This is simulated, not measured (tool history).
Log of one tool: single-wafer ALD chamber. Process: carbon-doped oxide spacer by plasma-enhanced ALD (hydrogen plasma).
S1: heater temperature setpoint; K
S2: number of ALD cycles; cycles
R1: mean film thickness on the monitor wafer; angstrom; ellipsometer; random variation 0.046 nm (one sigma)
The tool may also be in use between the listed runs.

| run | day | S1 | S2 | R1 |
|---|---|---|---|---|
| 1 | 0 | 673.15 | 174 | 91.482 |
| 2 | 0.267 | 681.15 | 174 | 89.414 |
| 3 | 0.629 | 680.15 | 183 | 93.508 |
| 4 | 0.762 | 678.15 | 191 | 98.435 |
| 5 | 1.054 | 683.15 | 191 | 96.595 |
|  | 1.388 | thermocouple changed; heater temperature recalibrated |
| 6 | 1.388 | 681.15 | 197 | 102.14 |

Run 7 comes next. What will it give?
| 7 | 1.629 | 680.15 | 200 | ? |

R1: 103.11 angstrom

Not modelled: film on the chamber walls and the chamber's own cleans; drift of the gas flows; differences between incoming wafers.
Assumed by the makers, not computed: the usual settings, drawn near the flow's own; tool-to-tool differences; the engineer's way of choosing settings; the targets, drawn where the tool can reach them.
